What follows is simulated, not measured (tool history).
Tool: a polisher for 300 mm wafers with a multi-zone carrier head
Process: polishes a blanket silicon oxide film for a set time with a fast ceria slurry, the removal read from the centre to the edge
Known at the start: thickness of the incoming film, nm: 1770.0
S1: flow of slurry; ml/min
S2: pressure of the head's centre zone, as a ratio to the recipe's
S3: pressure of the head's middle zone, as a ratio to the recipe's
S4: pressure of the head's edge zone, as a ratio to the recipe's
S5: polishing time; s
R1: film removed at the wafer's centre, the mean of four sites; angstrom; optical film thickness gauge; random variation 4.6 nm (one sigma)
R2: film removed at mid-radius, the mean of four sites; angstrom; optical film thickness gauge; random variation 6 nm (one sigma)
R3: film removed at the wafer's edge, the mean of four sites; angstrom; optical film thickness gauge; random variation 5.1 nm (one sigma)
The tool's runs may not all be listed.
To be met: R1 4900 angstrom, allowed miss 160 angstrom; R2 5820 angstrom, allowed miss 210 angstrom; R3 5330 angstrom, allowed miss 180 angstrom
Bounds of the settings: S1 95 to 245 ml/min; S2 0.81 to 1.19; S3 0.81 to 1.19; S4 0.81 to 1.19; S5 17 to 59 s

| run | hour | S1 | S2 | S3 | S4 | S5 | R1 | R2 | R3 |
|---|---|---|---|---|---|---|---|---|---|
| 1 | 0 | 155 | 1 | 1 | 1 | 38 | 6491.2 | 6403.7 | 6652.9 |
| 2 | 1.4 | 155 | 1 | 1 | 1.08 | 38 | 6448.9 | 6489.9 | 6947.9 |
| 3 | 2.8 | 150 | 0.98 | 1.01 | 1.05 | 37 | 6134.9 | 6290.3 | 6825.9 |
| 4 | 6.2 | 155 | 0.97 | 1.03 | 1.03 | 36 | 5943.5 | 6272.5 | 6426.7 |
| 5 | 6.9 | 155 | 0.97 | 1.03 | 1.03 | 27 | 4525.8 | 4782.8 | 4835.8 |
|  | 9.9 | worn pad replaced by a new one |
| 6 | 9.9 | 155 | 0.94 | 1.03 | 1.03 | 27 | 4601.4 | 5084.6 | 5228.9 |
| 7 | 18.4 | 160 | 0.94 | 1.04 | 1.03 | 27 | 4680.6 | 5185.7 | 5309.3 |
| 8 | 23.4 | 165 | 0.94 | 1.05 | 1.02 | 27 | 4700.5 | 5313 | 5218 |
| 9 | 25 | 170 | 0.94 | 1.05 | 1.02 | 27 | 4787.3 | 5217.2 | 5239 |

Which of these 5 next moves meets every target?
| A | 26.6 | 160 | 0.95 | 0.98 | 1.11 | 27 | ? | ? | ? |
| B | 26.6 | 170 | 0.98 | 1.13 | 0.97 | 28 | ? | ? | ? |
| C | 26.6 | 190 | 0.9 | 1.11 | 0.95 | 28 | ? | ? | ? |
| D | 26.6 | 135 | 0.82 | 0.99 | 1.06 | 31 | ? | ? | ? |
| E | 26.6 | 185 | 0.89 | 0.96 | 1.02 | 27 | ? | ? | ? |

| move | R1 | R2 | R3 |
|---|---|---|---|
| A | 4733.8 | 4960.7 | 5470.4 |
| B | 5125.9 | 5830.1 | 5343.1 |
| C | 4831.5 | 5859 | 5366 |
| D | 4541.1 | 5539.5 | 5978.1 |
| E | 4583.4 | 5011.9 | 5346.7 |
A: further off than the last run
B: brings the result that was furthest off to its target, and leaves another outside
C: meets every target
D: further off than the last run
E: further off than the last run
Answer: C

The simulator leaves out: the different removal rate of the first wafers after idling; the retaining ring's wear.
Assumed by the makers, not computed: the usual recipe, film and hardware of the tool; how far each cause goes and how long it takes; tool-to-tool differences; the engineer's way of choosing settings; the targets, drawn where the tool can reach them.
